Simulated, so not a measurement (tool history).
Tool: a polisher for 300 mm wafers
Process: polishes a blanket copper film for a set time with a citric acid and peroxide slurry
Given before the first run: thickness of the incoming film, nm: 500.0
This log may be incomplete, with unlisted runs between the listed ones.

| run | hour | flow of slurry (ml/min) | pressure of the wafer on the pad (psi) | speed of the pad under the wafer (m/s) | abrasive content of the slurry | polishing time (s) | film removed (nm) |
|---|---|---|---|---|---|---|---|
| 1 | 0.0 | 230 | 2.1 | 1.10 | 1.0 | 88 | 128.81 |
| 2 | 6.4 | 230 | 2.3 | 1.10 | 1.0 | 88 | 140.48 |
| 3 | 11.6 | 230 | 2.3 | 1.10 | 1.0 | 92 | 146.76 |
| 4 | 17.0 | 230 | 2.4 | 1.10 | 1.0 | 92 | 155.30 |
| 5 | 22.5 | 230 | 2.4 | 1.38 | 1.0 | 92 | 190.40 |
| 6 | 25.0 | 185 | 2.4 | 1.38 | 1.0 | 92 | 182.96 |
| 7 | 29.3 | 200 | 2.4 | 1.38 | 1.0 | 92 | 184.55 |
| 8 | 35.4 | 200 | 2.4 | 1.38 | 1.0 | 92 | 187.13 |

Run 9, settings as shown, results not yet in. Your forecast:
| 9 | 36.4 | 210 | 2.4 | 1.38 | 1.0 | 92 | ? |

For run 9 the tool returned film removed (nm) 187.23.
